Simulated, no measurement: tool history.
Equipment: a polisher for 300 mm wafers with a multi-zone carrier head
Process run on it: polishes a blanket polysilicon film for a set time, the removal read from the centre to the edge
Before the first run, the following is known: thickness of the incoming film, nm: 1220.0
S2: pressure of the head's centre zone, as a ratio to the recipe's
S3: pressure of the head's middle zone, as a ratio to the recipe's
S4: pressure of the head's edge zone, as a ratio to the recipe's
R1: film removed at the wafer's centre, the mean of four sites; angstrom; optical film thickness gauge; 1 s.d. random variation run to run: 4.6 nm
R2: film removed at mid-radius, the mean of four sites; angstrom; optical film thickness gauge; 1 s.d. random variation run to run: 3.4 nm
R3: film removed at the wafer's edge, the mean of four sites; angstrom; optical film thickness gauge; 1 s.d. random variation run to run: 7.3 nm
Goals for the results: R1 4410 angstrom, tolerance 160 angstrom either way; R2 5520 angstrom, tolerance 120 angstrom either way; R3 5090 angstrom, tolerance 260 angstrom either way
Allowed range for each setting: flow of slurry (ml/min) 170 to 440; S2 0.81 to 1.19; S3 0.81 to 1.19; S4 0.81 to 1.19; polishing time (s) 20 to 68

{"run": 1, "hour": 0.0, "flow of slurry (ml/min)": 280, "S2": 1, "S3": 1, "S4": 1, "polishing time (s)": 44, "R1": 3722.3, "R2": 3933.3, "R3": 3860}
{"run": 2, "hour": 4.5, "flow of slurry (ml/min)": 280, "S2": 1, "S3": 1, "S4": 1, "polishing time (s)": 51, "R1": 4340.5, "R2": 4556.8, "R3": 4259.4}
{"run": 3, "hour": 8.7, "flow of slurry (ml/min)": 290, "S2": 0.99, "S3": 1.02, "S4": 1.03, "polishing time (s)": 52, "R1": 4320, "R2": 4719.5, "R3": 4645.4}
{"run": 4, "hour": 15.6, "flow of slurry (ml/min)": 300, "S2": 0.99, "S3": 1.04, "S4": 1.03, "polishing time (s)": 52, "R1": 4361, "R2": 4845.9, "R3": 4649.5}
{"run": 5, "hour": 17.3, "flow of slurry (ml/min)": 310, "S2": 0.99, "S3": 1.06, "S4": 1.03, "polishing time (s)": 52, "R1": 4494.8, "R2": 4904.1, "R3": 4570.7}
{"run": 6, "hour": 20.5, "flow of slurry (ml/min)": 270, "S2": 0.99, "S3": 1.06, "S4": 1.03, "polishing time (s)": 52, "R1": 4328.9, "R2": 4800.1, "R3": 4509.9}
{"run": 7, "hour": 25.4, "flow of slurry (ml/min)": 290, "S2": 0.98, "S3": 1.08, "S4": 1.04, "polishing time (s)": 52, "R1": 4419.2, "R2": 4960.7, "R3": 4519.2}
{"run": 8, "hour": 33.0, "flow of slurry (ml/min)": 305, "S2": 0.97, "S3": 1.09, "S4": 1.06, "polishing time (s)": 52, "R1": 4328.1, "R2": 5018, "R3": 4641}
{"run": 9, "hour": 33.9, "flow of slurry (ml/min)": 320, "S2": 0.96, "S3": 1.1, "S4": 1.07, "polishing time (s)": 52, "R1": 4288.9, "R2": 5100.4, "R3": 4671.3}
{"run": 10, "hour": 38.4, "flow of slurry (ml/min)": 330, "S2": 0.96, "S3": 1.11, "S4": 1.08, "polishing time (s)": 52, "R1": 4431.9, "R2": 5142.1, "R3": 4566.7}

Which of these 5 next moves meets every target?
{"run": "A", "hour": 42.9, "flow of slurry (ml/min)": 255, "S2": 0.96, "S3": 0.92, "S4": 1.15, "polishing time (s)": 56, "R1": "?", "R2": "?", "R3": "?"}
{"run": "B", "hour": 42.9, "flow of slurry (ml/min)": 395, "S2": 0.92, "S3": 1.11, "S4": 1.09, "polishing time (s)": 55, "R1": "?", "R2": "?", "R3": "?"}
{"run": "C", "hour": 42.9, "flow of slurry (ml/min)": 415, "S2": 1.07, "S3": 1.13, "S4": 1.03, "polishing time (s)": 47, "R1": "?", "R2": "?", "R3": "?"}
{"run": "D", "hour": 42.9, "flow of slurry (ml/min)": 265, "S2": 0.87, "S3": 0.91, "S4": 1.14, "polishing time (s)": 61, "R1": "?", "R2": "?", "R3": "?"}
{"run": "E", "hour": 42.9, "flow of slurry (ml/min)": 305, "S2": 0.99, "S3": 0.99, "S4": 1.04, "polishing time (s)": 55, "R1": "?", "R2": "?", "R3": "?"}

move=A R1=4533.2 R2=4526.5 R3=5008.4
move=B R1=4483.4 R2=5445.4 R3=4974.2
move=C R1=4480 R2=4739.4 R3=4175.9
move=D R1=4495 R2=4911.9 R3=5458.2
move=E R1=4701.3 R2=4825.8 R3=4811.4
A: misses by more than the last run did
B: in spec on every target
C: misses by more than the last run did
D: misses by more than the last run did
E: misses by more than the last run did
So the answer is move B, the one that meets all the targets.
